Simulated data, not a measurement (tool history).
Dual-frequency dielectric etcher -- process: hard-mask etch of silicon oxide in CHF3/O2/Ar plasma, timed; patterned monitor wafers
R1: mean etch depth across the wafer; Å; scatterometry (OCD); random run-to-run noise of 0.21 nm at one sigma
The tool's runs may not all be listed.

run 1 hour=0 | source_power_(W)=560 bias_power_(W)=181 etch_time_(s)=17.5 | R1=354.04
run 2 hour=6.7 | source_power_(W)=580 bias_power_(W)=183 etch_time_(s)=17.5 | R1=362.65
run 3 hour=14.1 | source_power_(W)=580 bias_power_(W)=167 etch_time_(s)=17.5 | R1=353.21
run 4 hour=19.4 | source_power_(W)=600 bias_power_(W)=169 etch_time_(s)=17.5 | R1=359.63
run 5 hour=21.7 | source_power_(W)=620 bias_power_(W)=170 etch_time_(s)=17.5 | R1=367.33
run 6 hour=27.6 | source_power_(W)=620 bias_power_(W)=170 etch_time_(s)=16 | R1=334.44
run 7 hour=29.4 | source_power_(W)=640 bias_power_(W)=177 etch_time_(s)=16 | R1=344.41
run 8 hour=34.4 | source_power_(W)=660 bias_power_(W)=183 etch_time_(s)=16 | R1=355.46
run 9 hour=42.1 | source_power_(W)=680 bias_power_(W)=185 etch_time_(s)=16 | R1=360.91
run 10 hour=43.3 | source_power_(W)=700 bias_power_(W)=187 etch_time_(s)=16 | R1=367.54
run 11 hour=46.2 | source_power_(W)=710 bias_power_(W)=189 etch_time_(s)=16 | R1=372.5
run 12 hour=54 | source_power_(W)=720 bias_power_(W)=190 etch_time_(s)=16 | R1=375.76
run 13 hour=55.6 | source_power_(W)=730 bias_power_(W)=191 etch_time_(s)=16 | R1=378.72

Estimate the outcome of run 14 from the log above:
run 14 hour=56.2 | source_power_(W)=740 bias_power_(W)=192 etch_time_(s)=16 | R1=?

{"run 14": {"R1": 382.13}}
